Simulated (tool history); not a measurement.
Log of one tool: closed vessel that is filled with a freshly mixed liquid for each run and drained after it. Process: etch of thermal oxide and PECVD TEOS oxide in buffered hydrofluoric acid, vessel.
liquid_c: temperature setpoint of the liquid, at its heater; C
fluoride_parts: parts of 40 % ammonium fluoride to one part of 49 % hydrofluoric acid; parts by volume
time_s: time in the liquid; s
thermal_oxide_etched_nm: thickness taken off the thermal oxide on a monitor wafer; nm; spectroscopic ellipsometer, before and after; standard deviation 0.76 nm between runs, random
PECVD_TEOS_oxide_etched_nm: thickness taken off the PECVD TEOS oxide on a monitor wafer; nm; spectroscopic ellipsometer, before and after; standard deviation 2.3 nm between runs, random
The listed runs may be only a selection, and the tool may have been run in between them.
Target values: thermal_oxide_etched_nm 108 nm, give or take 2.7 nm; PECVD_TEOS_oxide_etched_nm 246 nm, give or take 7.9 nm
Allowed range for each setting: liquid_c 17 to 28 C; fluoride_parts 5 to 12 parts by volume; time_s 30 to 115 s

run  hour  liquid_c  fluoride_parts  time_s  thermal_oxide_etched_nm  PECVD_TEOS_oxide_etched_nm
  1     0        20               7      60                   70.416                      161.35
  2   7.2      21.5               7      60                   76.355                      172.66
  3  15.7      22.5               7      60                   81.758                      185.51
  4  24.3      24.5               7      60                   90.493                      208.51
  5  28.7        25               7      60                   94.043                      213.21
  6  36.1      25.5               7      60                   96.595                      216.88
  7  38.3        26               7      60                   98.575                      221.31
  8    40      26.5               7      60                   102.35                      228.89
  9    45        27               7      60                   103.31                       234.6

Exercise: of the 5 proposed moves below, exactly one satisfies all targets within the stated allowed misses. Which move is it?
  A    50        28             6.5      55                        ?                           ?
  B    50      26.5             7.5      65                        ?                           ?
  C    50        17             5.5      80                        ?                           ?
  D    50      27.5             7.5      60                        ?                           ?
  E    50        25             7.5      65                        ?                           ?

move  thermal_oxide_etched_nm  PECVD_TEOS_oxide_etched_nm
   A                   107.75                      244.01
   B                   102.25                      231.56
   C                    98.19                      222.36
   D                   99.613                      225.59
   E                   94.243                      213.42
A: meets every target
B: its largest miss is bigger than the last run's
C: its largest miss is bigger than the last run's
D: its largest miss is bigger than the last run's
E: its largest miss is bigger than the last run's
Correct choice: A, which meets every target
